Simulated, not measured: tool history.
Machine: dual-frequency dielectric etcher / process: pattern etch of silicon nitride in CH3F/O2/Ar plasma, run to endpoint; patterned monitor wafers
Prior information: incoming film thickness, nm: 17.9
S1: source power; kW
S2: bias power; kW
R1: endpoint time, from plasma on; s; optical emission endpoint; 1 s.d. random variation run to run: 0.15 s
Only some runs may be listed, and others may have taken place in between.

run	day	S1	S2	R1
1	0	0.29	0.06	31.634
2	0.15	0.29	0.053	32.925
3	0.471	0.29	0.063	31.242
4	0.55	0.29	0.059	32.132
5	0.75	0.26	0.055	34.037
6	1.104	0.26	0.065	32.396
7	1.167	0.23	0.06	34.997

Predict the results of run 8:
8	1.471	0.21	0.058	?

R1: 37.232 s

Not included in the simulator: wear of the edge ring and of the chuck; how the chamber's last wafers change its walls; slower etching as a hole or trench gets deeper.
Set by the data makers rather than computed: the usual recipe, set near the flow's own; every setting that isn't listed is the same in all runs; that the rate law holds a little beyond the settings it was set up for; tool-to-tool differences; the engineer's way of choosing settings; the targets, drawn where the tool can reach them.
